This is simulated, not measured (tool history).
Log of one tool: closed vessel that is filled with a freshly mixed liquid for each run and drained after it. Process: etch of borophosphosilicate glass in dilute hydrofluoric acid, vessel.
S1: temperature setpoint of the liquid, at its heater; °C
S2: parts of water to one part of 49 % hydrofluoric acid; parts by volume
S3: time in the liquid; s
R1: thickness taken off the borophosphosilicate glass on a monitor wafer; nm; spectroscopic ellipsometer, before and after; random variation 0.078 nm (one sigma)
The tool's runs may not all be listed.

{"run": 1, "hour": 0.0, "S1": 25.0, "S2": 245, "S3": 120, "R1": 22.752}
{"run": 2, "hour": 8.1, "S1": 23.0, "S2": 265, "S3": 120, "R1": 19.297}
{"run": 3, "hour": 11.4, "S1": 23.0, "S2": 345, "S3": 120, "R1": 13.736}
{"run": 4, "hour": 14.1, "S1": 22.0, "S2": 345, "S3": 120, "R1": 13.141}
{"run": 5, "hour": 23.3, "S1": 21.5, "S2": 345, "S3": 120, "R1": 12.797}
{"run": 6, "hour": 31.0, "S1": 21.5, "S2": 345, "S3": 90, "R1": 9.7547}
{"run": 7, "hour": 32.8, "S1": 22.5, "S2": 345, "S3": 90, "R1": 10.093}
{"run": 8, "hour": 36.6, "S1": 24.5, "S2": 345, "S3": 90, "R1": 10.684}
{"run": 9, "hour": 40.4, "S1": 24.5, "S2": 345, "S3": 90, "R1": 10.827}
{"run": 10, "hour": 42.3, "S1": 26.0, "S2": 345, "S3": 90, "R1": 11.306}
{"run": 11, "hour": 49.7, "S1": 26.0, "S2": 345, "S3": 90, "R1": 11.269}

The next listed run, before its measurement:
{"run": 12, "hour": 54.6, "S1": 27.0, "S2": 345, "S3": 90, "R1": "?"}

{"run 12": {"R1": 11.629}}
